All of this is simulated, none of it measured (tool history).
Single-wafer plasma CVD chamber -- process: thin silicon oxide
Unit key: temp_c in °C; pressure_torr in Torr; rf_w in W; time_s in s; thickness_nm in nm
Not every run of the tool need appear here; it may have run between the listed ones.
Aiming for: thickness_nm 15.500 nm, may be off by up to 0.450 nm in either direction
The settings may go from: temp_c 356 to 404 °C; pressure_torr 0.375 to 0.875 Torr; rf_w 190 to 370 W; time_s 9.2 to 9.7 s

run    day  temp_c  pressure_torr  rf_w  time_s  thickness_nm
  1  0.000     380          0.625   280     9.7        12.976
  2  0.275     380          0.646   280     9.7        13.402
  3  0.596     380          0.568   280     9.7        11.884
  4  0.900     380          0.603   280     9.7        12.494
  5  1.238     380          0.657   280     9.7        13.691
  6  1.346     380          0.702   280     9.7        14.464
  7  1.454     380          0.712   280     9.7        14.665
  8  1.567     380          0.720   280     9.7        14.887
  9  1.675     380          0.726   280     9.7        15.014
 10  1.817     380          0.730   280     9.7        14.975

Which one of the following 5 next-run settings gets every result inside its allowed miss? There is exactly one.
  A  1.958     381          0.707   290     9.6             ?
  B  1.958     392          0.714   275     9.6             ?
  C  1.958     375          0.695   300     9.5             ?
  D  1.958     391          0.733   300     9.7             ?
  E  1.958     385          0.712   265     9.7             ?

move  thickness_nm
   A        14.514
   B        14.299
   C        14.350
   D        15.249
   E        14.285
A: further off than the last run
B: further off than the last run
C: further off than the last run
D: all results land within tolerance of their targets
E: further off than the last run
The move that meets every target is D.

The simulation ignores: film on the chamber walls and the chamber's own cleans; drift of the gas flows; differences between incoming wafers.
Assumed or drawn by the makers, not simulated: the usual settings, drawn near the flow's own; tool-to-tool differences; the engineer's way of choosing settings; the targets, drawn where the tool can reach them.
